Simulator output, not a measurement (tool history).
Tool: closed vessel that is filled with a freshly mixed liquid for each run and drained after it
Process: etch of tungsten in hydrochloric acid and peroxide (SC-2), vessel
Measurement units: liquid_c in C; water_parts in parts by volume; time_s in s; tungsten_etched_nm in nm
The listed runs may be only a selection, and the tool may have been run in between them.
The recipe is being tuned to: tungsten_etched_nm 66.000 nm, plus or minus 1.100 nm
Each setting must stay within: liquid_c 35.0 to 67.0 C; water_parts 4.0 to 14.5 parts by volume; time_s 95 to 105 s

run 1 day=0.000 | liquid_c=51.0 water_parts=8.0 time_s=95 | tungsten_etched_nm=33.125
run 2 day=0.117 | liquid_c=46.0 water_parts=8.0 time_s=95 | tungsten_etched_nm=23.637
run 3 day=0.350 | liquid_c=46.0 water_parts=8.0 time_s=105 | tungsten_etched_nm=26.120
run 4 day=0.512 | liquid_c=46.0 water_parts=8.0 time_s=95 | tungsten_etched_nm=23.718
run 5 day=0.842 | liquid_c=46.0 water_parts=9.5 time_s=95 | tungsten_etched_nm=20.575
run 6 day=1.108 | liquid_c=49.5 water_parts=9.5 time_s=95 | tungsten_etched_nm=26.184
run 7 day=1.221 | liquid_c=52.5 water_parts=9.5 time_s=95 | tungsten_etched_nm=32.110
run 8 day=1.592 | liquid_c=52.5 water_parts=9.5 time_s=95 | tungsten_etched_nm=31.994
run 9 day=1.733 | liquid_c=55.0 water_parts=9.5 time_s=95 | tungsten_etched_nm=37.638
run 10 day=2.088 | liquid_c=57.0 water_parts=9.5 time_s=95 | tungsten_etched_nm=43.057
run 11 day=2.400 | liquid_c=58.5 water_parts=9.5 time_s=95 | tungsten_etched_nm=46.945
-- day=2.775 thermometer replaced
run 12 day=2.775 | liquid_c=59.5 water_parts=9.5 time_s=95 | tungsten_etched_nm=56.273
run 13 day=2.946 | liquid_c=60.0 water_parts=9.5 time_s=95 | tungsten_etched_nm=57.904
run 14 day=3.321 | liquid_c=62.5 water_parts=9.5 time_s=95 | tungsten_etched_nm=68.497

Exactly one of the 5 candidate moves below puts every result within its allowed miss. Which one?
run A day=3.696 | liquid_c=60.5 water_parts=8.0 time_s=95 | tungsten_etched_nm=?
run B day=3.696 | liquid_c=59.0 water_parts=7.5 time_s=95 | tungsten_etched_nm=?
run C day=3.696 | liquid_c=63.0 water_parts=10.5 time_s=100 | tungsten_etched_nm=?
run D day=3.696 | liquid_c=62.5 water_parts=10.0 time_s=100 | tungsten_etched_nm=?
run E day=3.696 | liquid_c=64.0 water_parts=11.0 time_s=100 | tungsten_etched_nm=?

move=A tungsten_etched_nm=69.296
move=B tungsten_etched_nm=66.383
move=C tungsten_etched_nm=68.152
move=D tungsten_etched_nm=68.834
move=E tungsten_etched_nm=69.683
A: misses by more than the last run did
B: hits every target within its allowed miss
C: closer than the last run, but not yet in spec
D: misses by more than the last run did
E: misses by more than the last run did
Go with B: it meets all targets.

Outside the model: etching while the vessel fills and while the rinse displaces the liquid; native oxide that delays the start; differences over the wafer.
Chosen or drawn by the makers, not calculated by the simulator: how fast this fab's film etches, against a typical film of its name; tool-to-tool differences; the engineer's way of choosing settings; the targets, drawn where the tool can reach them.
